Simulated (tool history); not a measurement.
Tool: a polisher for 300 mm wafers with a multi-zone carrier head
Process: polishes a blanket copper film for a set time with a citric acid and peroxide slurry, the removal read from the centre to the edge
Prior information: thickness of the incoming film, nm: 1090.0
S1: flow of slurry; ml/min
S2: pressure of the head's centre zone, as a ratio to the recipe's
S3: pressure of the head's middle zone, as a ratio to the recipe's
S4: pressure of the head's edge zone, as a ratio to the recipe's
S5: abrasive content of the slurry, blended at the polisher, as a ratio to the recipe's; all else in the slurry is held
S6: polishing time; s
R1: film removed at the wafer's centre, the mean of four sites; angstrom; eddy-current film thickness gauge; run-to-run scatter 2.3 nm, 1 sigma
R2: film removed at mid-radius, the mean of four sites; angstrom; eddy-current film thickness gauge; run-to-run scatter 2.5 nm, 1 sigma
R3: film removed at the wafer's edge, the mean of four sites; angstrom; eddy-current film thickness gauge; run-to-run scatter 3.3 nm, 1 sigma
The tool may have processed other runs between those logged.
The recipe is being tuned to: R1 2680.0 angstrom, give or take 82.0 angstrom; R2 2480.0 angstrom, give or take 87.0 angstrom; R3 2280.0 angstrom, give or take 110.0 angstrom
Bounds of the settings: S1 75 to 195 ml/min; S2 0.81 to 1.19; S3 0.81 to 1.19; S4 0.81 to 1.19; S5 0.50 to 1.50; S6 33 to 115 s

run    day   S1    S2    S3    S4    S5  S6      R1      R2      R3
  1  0.000  125  1.00  1.00  1.00  1.00  73  1988.9  2192.6  2162.5
  2  0.092  125  1.00  1.00  1.04  1.00  73  1987.7  2189.8  2170.7
  3  0.379  105  1.00  1.00  1.04  1.00  73  1885.4  2108.3  2152.9
  4  0.704  105  1.00  1.00  1.04  0.80  73  1778.2  1928.4  2011.7
     1.021  -- centre zone pressure recalibrated
  5  1.021  120  1.04  1.01  1.04  0.85  73  2141.5  2067.2  2057.4
  6  1.079  130  1.04  1.01  1.05  0.90  73  2189.5  2182.8  2178.1
  7  1.438  130  1.04  1.01  1.05  0.90  73  2220.6  2186.8  2195.8
  8  1.471  140  1.04  1.02  1.04  0.90  73  2278.3  2218.9  2175.3
  9  1.796  150  1.04  1.03  1.04  0.90  73  2305.8  2259.5  2247.3
 10  2.104  160  1.05  1.04  1.02  0.90  73  2351.6  2305.3  2196.5

5 candidate next runs follow, results not yet known. Just one meets every target within its allowed miss. Identify it.
  A  2.412  190  1.08  1.01  0.92  0.75  83   ?   ?   ?
  B  2.412  155  1.11  1.12  1.03  0.95  73   ?   ?   ?
  C  2.412  175  1.01  1.01  1.05  0.80  73   ?   ?   ?
  D  2.412  175  1.07  0.94  1.07  0.85  69   ?   ?   ?
  E  2.412  160  0.88  1.01  1.19  0.60  83   ?   ?   ?

move      R1      R2      R3
   A  2680.0  2517.9  2312.1
   B  2526.9  2530.7  2264.4
   C  2221.0  2236.4  2195.2
   D  2271.1  2031.5  2140.9
   E  1932.4  2241.4  2354.1
A: every result within its allowed miss
B: nearer than the last run, and not there yet
C: further off than the last run
D: further off than the last run
E: further off than the last run
Answer: A
